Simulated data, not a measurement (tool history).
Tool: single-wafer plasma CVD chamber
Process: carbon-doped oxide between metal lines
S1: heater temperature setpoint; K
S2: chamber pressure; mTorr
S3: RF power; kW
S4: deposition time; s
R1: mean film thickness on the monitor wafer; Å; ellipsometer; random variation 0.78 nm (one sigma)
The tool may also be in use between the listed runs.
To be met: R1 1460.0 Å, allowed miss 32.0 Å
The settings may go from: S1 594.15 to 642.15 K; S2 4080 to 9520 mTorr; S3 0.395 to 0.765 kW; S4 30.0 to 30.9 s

run	hour	S1	S2	S3	S4	R1
1	0.0	618.15	6800	0.580	30.0	1787.6
2	3.2	618.15	7580	0.580	30.0	1813.1
3	11.7	618.15	7580	0.580	30.9	1856.3
4	19.2	621.15	7450	0.520	30.7	1657.1
5	25.5	621.15	7450	0.565	30.7	1796.0
6	33.4	622.15	7330	0.525	30.6	1651.9
7	40.3	626.15	7120	0.515	30.6	1603.2
# hour 41.2: capacitance manometer re-zeroed and calibrated
8	41.2	629.15	6980	0.505	30.6	1540.9
9	48.5	631.15	6880	0.500	30.6	1516.4
10	53.9	633.15	6810	0.500	30.6	1503.4

5 next moves are on the table. One of them brings every result within its allowed miss. Which?
A	59.3	633.15	8380	0.495	30.9	?
B	59.3	630.15	7310	0.500	30.9	?
C	59.3	637.15	6500	0.540	30.9	?
D	59.3	634.15	6500	0.500	30.0	?
E	59.3	638.15	7180	0.510	30.9	?

move	R1
A	1526.0
B	1538.9
C	1611.9
D	1460.0
E	1533.4
A: further off than the last run
B: further off than the last run
C: further off than the last run
D: meets every target
E: further off than the last run
Answer: D
